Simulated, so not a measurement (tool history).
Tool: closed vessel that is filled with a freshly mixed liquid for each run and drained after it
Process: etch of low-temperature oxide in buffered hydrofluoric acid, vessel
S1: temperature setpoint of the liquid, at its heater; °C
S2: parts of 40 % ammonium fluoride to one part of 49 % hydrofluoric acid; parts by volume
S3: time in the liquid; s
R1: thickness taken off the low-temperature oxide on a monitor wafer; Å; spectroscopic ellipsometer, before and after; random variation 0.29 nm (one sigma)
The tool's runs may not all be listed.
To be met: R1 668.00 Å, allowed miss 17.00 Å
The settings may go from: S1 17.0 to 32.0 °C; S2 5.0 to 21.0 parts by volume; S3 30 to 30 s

run 1 hour=0.0 | S1=24.0 S2=13.0 S3=30 | R1=899.54
run 2 hour=5.4 | S1=25.5 S2=13.0 S3=30 | R1=970.34
run 3 hour=9.2 | S1=23.5 S2=13.0 S3=30 | R1=863.16
run 4 hour=16.8 | S1=23.5 S2=13.0 S3=30 | R1=867.85
run 5 hour=20.6 | S1=22.0 S2=13.0 S3=30 | R1=804.74
run 6 hour=24.9 | S1=21.0 S2=13.0 S3=30 | R1=759.17
run 7 hour=26.3 | S1=20.5 S2=13.0 S3=30 | R1=740.35
run 8 hour=34.4 | S1=20.0 S2=13.0 S3=30 | R1=714.36
run 9 hour=36.3 | S1=19.5 S2=13.0 S3=30 | R1=691.09
run 10 hour=39.0 | S1=19.5 S2=13.0 S3=30 | R1=696.65

4 next moves are on the table. One of them brings every result within its allowed miss. Which?
run A hour=41.7 | S1=20.5 S2=14.5 S3=30 | R1=?
run B hour=41.7 | S1=23.5 S2=16.0 S3=30 | R1=?
run C hour=41.7 | S1=21.0 S2=14.0 S3=30 | R1=?
run D hour=41.7 | S1=19.5 S2=12.5 S3=30 | R1=?

move=A R1=658.55
move=B R1=705.76
move=C R1=700.93
move=D R1=720.28
A: meets every target
B: further off than the last run
C: further off than the last run
D: further off than the last run
Answer: A
